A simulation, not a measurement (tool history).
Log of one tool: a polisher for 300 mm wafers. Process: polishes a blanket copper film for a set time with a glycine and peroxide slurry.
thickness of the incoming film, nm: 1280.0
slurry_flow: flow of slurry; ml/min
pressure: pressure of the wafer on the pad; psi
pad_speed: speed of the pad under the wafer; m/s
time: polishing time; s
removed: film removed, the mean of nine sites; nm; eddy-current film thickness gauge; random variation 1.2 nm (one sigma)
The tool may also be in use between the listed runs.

run,hour,slurry_flow,pressure,pad_speed,time,removed
1,0,275,2.7,1.24,20,114.33
2,5,275,2.5,1.22,20,108.49
3,8.1,275,2.3,1.2,20,101.78
4,14.5,250,2.3,1.2,20,100.27
# hour 22.4: worn pad replaced by a new one
5,22.4,195,2.3,1.2,20,109.98
6,27.3,195,2.5,1.2,20,113.28

Run 7 comes next. What will it give?
7,33.2,205,2.3,1.18,20,?

{"run 7": {"removed": 109.25}}
